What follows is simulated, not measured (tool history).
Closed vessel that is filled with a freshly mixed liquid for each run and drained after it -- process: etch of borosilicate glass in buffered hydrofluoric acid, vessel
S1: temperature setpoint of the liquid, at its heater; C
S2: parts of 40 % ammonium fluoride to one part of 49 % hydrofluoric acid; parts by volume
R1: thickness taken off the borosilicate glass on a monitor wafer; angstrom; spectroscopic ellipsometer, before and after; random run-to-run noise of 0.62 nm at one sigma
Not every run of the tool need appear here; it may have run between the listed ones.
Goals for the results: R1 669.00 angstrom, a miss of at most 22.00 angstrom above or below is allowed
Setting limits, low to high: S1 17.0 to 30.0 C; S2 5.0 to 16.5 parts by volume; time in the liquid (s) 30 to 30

{"run": 1, "hour": 0.0, "S1": 22.0, "S2": 10.0, "time in the liquid (s)": 30, "R1": 304.59}
{"run": 2, "hour": 6.9, "S1": 23.0, "S2": 9.5, "time in the liquid (s)": 30, "R1": 334.17}
{"run": 3, "hour": 15.1, "S1": 25.0, "S2": 9.5, "time in the liquid (s)": 30, "R1": 371.71}
{"run": 4, "hour": 21.8, "S1": 25.0, "S2": 9.5, "time in the liquid (s)": 30, "R1": 367.71}
{"run": 5, "hour": 22.9, "S1": 25.0, "S2": 11.0, "time in the liquid (s)": 30, "R1": 322.66}
{"run": 6, "hour": 29.2, "S1": 28.0, "S2": 11.0, "time in the liquid (s)": 30, "R1": 375.97}
{"run": 7, "hour": 35.6, "S1": 28.5, "S2": 10.0, "time in the liquid (s)": 30, "R1": 423.53}
{"run": 8, "hour": 44.3, "S1": 28.5, "S2": 9.5, "time in the liquid (s)": 30, "R1": 443.13}
{"run": 9, "hour": 50.2, "S1": 28.5, "S2": 9.0, "time in the liquid (s)": 30, "R1": 476.49}
{"run": 10, "hour": 57.8, "S1": 28.5, "S2": 8.5, "time in the liquid (s)": 30, "R1": 496.13}
{"run": 11, "hour": 62.0, "S1": 28.5, "S2": 8.0, "time in the liquid (s)": 30, "R1": 505.96}
{"run": 12, "hour": 70.3, "S1": 30.0, "S2": 5.0, "time in the liquid (s)": 30, "R1": 862.3}
{"run": 13, "hour": 76.4, "S1": 29.5, "S2": 5.0, "time in the liquid (s)": 30, "R1": 861.48}
{"run": 14, "hour": 83.3, "S1": 29.0, "S2": 5.0, "time in the liquid (s)": 30, "R1": 841.61}

Which of these 5 next moves meets every target?
{"run": "A", "hour": 90.2, "S1": 29.5, "S2": 6.5, "time in the liquid (s)": 30, "R1": "?"}
{"run": "B", "hour": 90.2, "S1": 26.5, "S2": 6.0, "time in the liquid (s)": 30, "R1": "?"}
{"run": "C", "hour": 90.2, "S1": 28.0, "S2": 6.5, "time in the liquid (s)": 30, "R1": "?"}
{"run": "D", "hour": 90.2, "S1": 26.5, "S2": 5.0, "time in the liquid (s)": 30, "R1": "?"}
{"run": "E", "hour": 90.2, "S1": 26.0, "S2": 5.0, "time in the liquid (s)": 30, "R1": "?"}

move=A R1=680.83
move=B R1=628.95
move=C R1=629.96
move=D R1=739.88
move=E R1=720.79
A: all results in spec
B: takes the biggest miss from the last run beyond its target
C: takes the biggest miss from the last run beyond its target
D: closes in on the targets versus the last run, not all within tolerance yet
E: closes in on the targets versus the last run, not all within tolerance yet
A is the move that brings every result within its allowed miss.

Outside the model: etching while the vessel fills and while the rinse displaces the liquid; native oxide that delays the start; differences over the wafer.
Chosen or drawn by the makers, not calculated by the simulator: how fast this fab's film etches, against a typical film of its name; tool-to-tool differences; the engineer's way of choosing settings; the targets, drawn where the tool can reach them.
